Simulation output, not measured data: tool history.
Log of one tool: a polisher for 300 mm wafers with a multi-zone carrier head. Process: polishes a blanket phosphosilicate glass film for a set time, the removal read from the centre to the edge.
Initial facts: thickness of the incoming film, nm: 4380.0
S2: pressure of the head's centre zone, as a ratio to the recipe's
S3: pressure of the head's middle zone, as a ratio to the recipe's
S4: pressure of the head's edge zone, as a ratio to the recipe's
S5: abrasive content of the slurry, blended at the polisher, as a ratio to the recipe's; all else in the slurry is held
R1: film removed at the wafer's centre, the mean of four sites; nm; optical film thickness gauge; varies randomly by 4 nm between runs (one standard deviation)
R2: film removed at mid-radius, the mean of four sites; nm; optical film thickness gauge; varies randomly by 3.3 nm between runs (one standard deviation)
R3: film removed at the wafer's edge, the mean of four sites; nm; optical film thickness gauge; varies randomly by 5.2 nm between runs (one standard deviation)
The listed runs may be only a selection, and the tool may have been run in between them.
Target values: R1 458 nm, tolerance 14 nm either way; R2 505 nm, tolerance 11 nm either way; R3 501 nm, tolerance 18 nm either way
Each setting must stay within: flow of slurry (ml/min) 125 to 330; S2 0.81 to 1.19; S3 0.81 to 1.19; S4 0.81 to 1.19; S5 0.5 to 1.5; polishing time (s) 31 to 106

{"run": 1, "hour": 0.0, "flow of slurry (ml/min)": 210, "S2": 1, "S3": 1, "S4": 1, "S5": 1, "polishing time (s)": 68, "R1": 526.72, "R2": 514.29, "R3": 514.9}
{"run": 2, "hour": 0.9, "flow of slurry (ml/min)": 210, "S2": 1, "S3": 1.05, "S4": 1, "S5": 1, "polishing time (s)": 68, "R1": 521.83, "R2": 538.21, "R3": 517.92}
{"run": 3, "hour": 7.3, "flow of slurry (ml/min)": 200, "S2": 0.98, "S3": 1.05, "S4": 1, "S5": 1, "polishing time (s)": 68, "R1": 502.22, "R2": 529.12, "R3": 517.52}
{"run": 4, "hour": 10.6, "flow of slurry (ml/min)": 200, "S2": 1.05, "S3": 1.05, "S4": 1, "S5": 1, "polishing time (s)": 68, "R1": 537, "R2": 532.19, "R3": 520.43}
{"run": 5, "hour": 13.2, "flow of slurry (ml/min)": 200, "S2": 1.05, "S3": 1.08, "S4": 1, "S5": 1, "polishing time (s)": 68, "R1": 533.28, "R2": 550.55, "R3": 513.68}
{"run": 6, "hour": 18.7, "flow of slurry (ml/min)": 200, "S2": 1.05, "S3": 1.08, "S4": 1, "S5": 0.9, "polishing time (s)": 68, "R1": 510.07, "R2": 522.21, "R3": 489.66}
{"run": 7, "hour": 20.9, "flow of slurry (ml/min)": 190, "S2": 1.04, "S3": 1.08, "S4": 1.01, "S5": 0.9, "polishing time (s)": 68, "R1": 509.02, "R2": 520.49, "R3": 491.81}
{"run": 8, "hour": 22.1, "flow of slurry (ml/min)": 180, "S2": 1.02, "S3": 1.08, "S4": 1.02, "S5": 0.9, "polishing time (s)": 68, "R1": 495.39, "R2": 518.23, "R3": 494.98}
{"run": 9, "hour": 28.7, "flow of slurry (ml/min)": 175, "S2": 1.01, "S3": 1.08, "S4": 1.03, "S5": 0.9, "polishing time (s)": 68, "R1": 485.81, "R2": 516.83, "R3": 483.17}
{"run": 10, "hour": 36.0, "flow of slurry (ml/min)": 175, "S2": 0.99, "S3": 1.07, "S4": 1.04, "S5": 0.9, "polishing time (s)": 68, "R1": 484.49, "R2": 509.96, "R3": 492.65}
{"run": 11, "hour": 41.9, "flow of slurry (ml/min)": 175, "S2": 0.99, "S3": 1.07, "S4": 1.04, "S5": 0.9, "polishing time (s)": 68, "R1": 478.96, "R2": 512.5, "R3": 496.43}
{"run": 12, "hour": 47.4, "flow of slurry (ml/min)": 170, "S2": 0.98, "S3": 1.07, "S4": 1.05, "S5": 0.9, "polishing time (s)": 68, "R1": 472.72, "R2": 507.52, "R3": 493.24}

5 candidate next runs follow, results not yet known. Just one meets every target within its allowed miss. Identify it.
{"run": "A", "hour": 52.9, "flow of slurry (ml/min)": 200, "S2": 0.99, "S3": 1.03, "S4": 0.96, "S5": 0.55, "polishing time (s)": 87, "R1": "?", "R2": "?", "R3": "?"}
{"run": "B", "hour": 52.9, "flow of slurry (ml/min)": 185, "S2": 0.97, "S3": 0.97, "S4": 1.03, "S5": 0.75, "polishing time (s)": 77, "R1": "?", "R2": "?", "R3": "?"}
{"run": "C", "hour": 52.9, "flow of slurry (ml/min)": 170, "S2": 0.96, "S3": 1.08, "S4": 1.14, "S5": 0.8, "polishing time (s)": 71, "R1": "?", "R2": "?", "R3": "?"}
{"run": "D", "hour": 52.9, "flow of slurry (ml/min)": 155, "S2": 1.05, "S3": 1.1, "S4": 0.94, "S5": 1, "polishing time (s)": 65, "R1": "?", "R2": "?", "R3": "?"}
{"run": "E", "hour": 52.9, "flow of slurry (ml/min)": 135, "S2": 1.01, "S3": 1.03, "S4": 1.03, "S5": 1, "polishing time (s)": 69, "R1": "?", "R2": "?", "R3": "?"}

move=A R1=491.2 R2=498.34 R3=485.72
move=B R1=498.27 R2=488.88 R3=516.83
move=C R1=464.33 R2=503.27 R3=507.01
move=D R1=496.37 R2=511.25 R3=471.92
move=E R1=497.3 R2=500.83 R3=510.18
A: its largest miss is bigger than the last run's
B: its largest miss is bigger than the last run's
C: in spec on every target
D: its largest miss is bigger than the last run's
E: its largest miss is bigger than the last run's
Answer: C
